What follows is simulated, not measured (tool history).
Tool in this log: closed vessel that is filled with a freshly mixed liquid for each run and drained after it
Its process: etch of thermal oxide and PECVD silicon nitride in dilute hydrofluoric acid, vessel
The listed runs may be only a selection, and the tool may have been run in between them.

run	hour	temperature setpoint of the liquid (C)	parts of water to one part of 49 % hydrofluoric acid (parts by volume)	time in the liquid (s)	thickness taken off the thermal oxide on a monitor wafer (angstrom)	thickness taken off the PECVD silicon nitride on a monitor wafer (angstrom)
1	0	21	50	230	217.55	195.05
2	7.9	22.5	45	230	259.04	242.41
3	13.2	23.5	40	230	299.95	290.87
4	18	23.5	40	275	367.44	346.65
5	24.6	24	40	275	373.01	356.42
6	28	24.5	40	275	377.04	367.74
7	30.7	27	30	270	558.83	563.97

What will run 8 give?
8	37	27	35	270	?	?

{"run 8": {"thickness taken off the thermal oxide on a monitor wafer (angstrom)": 473.19, "thickness taken off the PECVD silicon nitride on a monitor wafer (angstrom)": 486.75}}

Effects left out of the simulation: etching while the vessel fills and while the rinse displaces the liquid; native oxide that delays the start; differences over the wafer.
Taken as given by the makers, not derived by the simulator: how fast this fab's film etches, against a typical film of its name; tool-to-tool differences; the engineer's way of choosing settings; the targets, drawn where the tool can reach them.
